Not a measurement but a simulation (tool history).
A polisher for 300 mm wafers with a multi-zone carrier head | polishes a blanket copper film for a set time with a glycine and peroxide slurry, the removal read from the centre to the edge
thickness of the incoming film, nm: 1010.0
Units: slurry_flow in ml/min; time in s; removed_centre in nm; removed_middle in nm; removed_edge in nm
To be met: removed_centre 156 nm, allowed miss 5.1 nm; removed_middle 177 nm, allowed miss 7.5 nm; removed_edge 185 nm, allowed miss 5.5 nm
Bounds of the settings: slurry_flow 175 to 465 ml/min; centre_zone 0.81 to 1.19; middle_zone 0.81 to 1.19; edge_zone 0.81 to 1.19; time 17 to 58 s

Run 1, hour 0: slurry_flow 295 ml/min, centre_zone 1, middle_zone 1, edge_zone 1, time 37 s. Result: removed_centre 157.39 nm, removed_middle 154.7 nm, removed_edge 158.51 nm.
Run 2, hour 2.6: slurry_flow 295 ml/min, centre_zone 0.95, middle_zone 1, edge_zone 1, time 37 s. Result: removed_centre 152.74 nm, removed_middle 151.81 nm, removed_edge 157.46 nm.
Run 3, hour 5.8: slurry_flow 300 ml/min, centre_zone 0.93, middle_zone 1.03, edge_zone 1.05, time 38 s. Result: removed_centre 153.38 nm, removed_middle 165.22 nm, removed_edge 163.23 nm.
Run 4, hour 9.7: slurry_flow 300 ml/min, centre_zone 0.91, middle_zone 1.02, edge_zone 1.09, time 39 s. Result: removed_centre 151.17 nm, removed_middle 163.51 nm, removed_edge 170.73 nm.
Run 5, hour 11.4: slurry_flow 300 ml/min, centre_zone 0.94, middle_zone 1.02, edge_zone 1.09, time 39 s. Result: removed_centre 158.04 nm, removed_middle 167.51 nm, removed_edge 171.06 nm.
Run 6, hour 13.6: slurry_flow 300 ml/min, centre_zone 0.94, middle_zone 0.93, edge_zone 1.09, time 39 s. Result: removed_centre 159.09 nm, removed_middle 156.8 nm, removed_edge 171.76 nm.
Run 7, hour 16.8: slurry_flow 305 ml/min, centre_zone 0.92, middle_zone 0.95, edge_zone 1.12, time 40 s. Result: removed_centre 158.46 nm, removed_middle 162.67 nm, removed_edge 179.33 nm.
Run 8, hour 22.4: slurry_flow 310 ml/min, centre_zone 0.91, middle_zone 0.97, edge_zone 1.13, time 40 s. Result: removed_centre 157.84 nm, removed_middle 167.89 nm, removed_edge 175.55 nm.

4 next moves are on the table. One of them brings every result within its allowed miss. Which?
Run A, hour 28: slurry_flow 315 ml/min, centre_zone 0.87, middle_zone 1.02, edge_zone 1.19, time 41 s. Result: removed_centre ?, removed_middle ?, removed_edge ?.
Run B, hour 28: slurry_flow 340 ml/min, centre_zone 0.96, middle_zone 1.01, edge_zone 1.19, time 38 s. Result: removed_centre ?, removed_middle ?, removed_edge ?.
Run C, hour 28: slurry_flow 205 ml/min, centre_zone 0.95, middle_zone 0.97, edge_zone 1.16, time 41 s. Result: removed_centre ?, removed_middle ?, removed_edge ?.
Run D, hour 28: slurry_flow 325 ml/min, centre_zone 0.9, middle_zone 0.89, edge_zone 1.13, time 41 s. Result: removed_centre ?, removed_middle ?, removed_edge ?.

move  removed_centre  removed_middle  removed_edge
   A          154.59          171.59        185.85
   B          157.35          159.15        173.23
   C           157.1          157.61        177.09
   D          159.63          158.65        183.62
A: meets every target
B: further off than the last run
C: further off than the last run
D: brings the result that was furthest off to its target, and leaves another outside
Answer: A
